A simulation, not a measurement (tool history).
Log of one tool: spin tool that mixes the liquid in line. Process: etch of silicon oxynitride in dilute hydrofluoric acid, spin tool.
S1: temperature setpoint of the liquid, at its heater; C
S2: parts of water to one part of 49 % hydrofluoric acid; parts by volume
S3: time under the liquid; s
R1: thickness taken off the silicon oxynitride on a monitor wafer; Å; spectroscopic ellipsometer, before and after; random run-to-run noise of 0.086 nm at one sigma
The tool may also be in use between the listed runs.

run	hour	S1	S2	S3	R1
1	0.0	21.0	180	280	49.139
2	4.9	22.0	170	280	54.853
3	9.9	22.0	170	280	54.397
4	15.6	20.0	170	280	49.594
5	23.4	20.0	170	280	50.737
6	26.4	21.5	160	280	56.822
7	28.0	22.5	150	280	64.352
8	35.3	23.5	145	280	69.844

The next listed run, before its measurement:
9	43.9	24.5	140	280	?

Run 9 yielded R1 76.140 Å.
